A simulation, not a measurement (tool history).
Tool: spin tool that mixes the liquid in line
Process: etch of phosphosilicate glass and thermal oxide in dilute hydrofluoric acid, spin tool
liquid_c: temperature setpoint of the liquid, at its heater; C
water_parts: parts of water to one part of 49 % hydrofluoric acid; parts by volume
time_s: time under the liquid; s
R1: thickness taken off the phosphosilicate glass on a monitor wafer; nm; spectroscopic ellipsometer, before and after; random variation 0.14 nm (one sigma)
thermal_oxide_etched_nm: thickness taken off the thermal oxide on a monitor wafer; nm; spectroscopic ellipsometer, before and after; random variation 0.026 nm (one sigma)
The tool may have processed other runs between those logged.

{"run": 1, "hour": 0.0, "liquid_c": 25.0, "water_parts": 240, "time_s": 145, "R1": 38.291, "thermal_oxide_etched_nm": 2.7196}
{"run": 2, "hour": 4.1, "liquid_c": 23.0, "water_parts": 255, "time_s": 145, "R1": 32.8, "thermal_oxide_etched_nm": 2.3683}
{"run": 3, "hour": 4.9, "liquid_c": 21.5, "water_parts": 265, "time_s": 145, "R1": 29.549, "thermal_oxide_etched_nm": 2.1768}
{"run": 4, "hour": 12.8, "liquid_c": 21.0, "water_parts": 275, "time_s": 145, "R1": 27.891, "thermal_oxide_etched_nm": 2.0915}
{"run": 5, "hour": 16.3, "liquid_c": 19.5, "water_parts": 275, "time_s": 145, "R1": 26.123, "thermal_oxide_etched_nm": 1.9652}
{"run": 6, "hour": 23.9, "liquid_c": 19.5, "water_parts": 350, "time_s": 145, "R1": 19.12, "thermal_oxide_etched_nm": 1.4242}

What does the tool deliver on the next run?
{"run": 7, "hour": 27.9, "liquid_c": 20.0, "water_parts": 345, "time_s": 145, "R1": "?", "thermal_oxide_etched_nm": "?"}

R1: 20.006 nm
thermal_oxide_etched_nm: 1.4314 nm
